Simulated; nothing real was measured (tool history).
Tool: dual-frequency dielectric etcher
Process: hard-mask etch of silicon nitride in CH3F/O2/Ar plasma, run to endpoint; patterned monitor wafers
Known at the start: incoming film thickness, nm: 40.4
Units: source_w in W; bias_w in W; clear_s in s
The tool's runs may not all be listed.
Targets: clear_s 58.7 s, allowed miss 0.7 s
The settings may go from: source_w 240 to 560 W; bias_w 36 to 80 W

{"run": 1, "hour": 0.0, "source_w": 400, "bias_w": 58, "clear_s": 66.214}
{"run": 2, "hour": 8.9, "source_w": 430, "bias_w": 58, "clear_s": 64.786}
{"run": 3, "hour": 17.9, "source_w": 460, "bias_w": 58, "clear_s": 62.861}
{"run": 4, "hour": 25.4, "source_w": 480, "bias_w": 58, "clear_s": 61.574}
{"run": 5, "hour": 26.6, "source_w": 490, "bias_w": 58, "clear_s": 60.92}
{"run": 6, "hour": 31.4, "source_w": 500, "bias_w": 58, "clear_s": 60.958}
{"run": 7, "hour": 39.8, "source_w": 510, "bias_w": 58, "clear_s": 60.205}
{"run": 8, "hour": 41.0, "source_w": 520, "bias_w": 58, "clear_s": 59.769}
{"run": 9, "hour": 43.8, "source_w": 520, "bias_w": 58, "clear_s": 59.894}
{"run": 10, "hour": 52.5, "source_w": 520, "bias_w": 58, "clear_s": 59.514}

4 next moves are on the table. One of them brings every result within its allowed miss. Which?
{"run": "A", "hour": 61.2, "source_w": 530, "bias_w": 65, "clear_s": "?"}
{"run": "B", "hour": 61.2, "source_w": 540, "bias_w": 65, "clear_s": "?"}
{"run": "C", "hour": 61.2, "source_w": 560, "bias_w": 60, "clear_s": "?"}
{"run": "D", "hour": 61.2, "source_w": 530, "bias_w": 61, "clear_s": "?"}

move=A clear_s=57.591
move=B clear_s=57.17
move=C clear_s=57.734
move=D clear_s=58.711
A: takes the result that was furthest off past its target
B: takes the result that was furthest off past its target
C: takes the result that was furthest off past its target
D: meets every target
The right move is D.
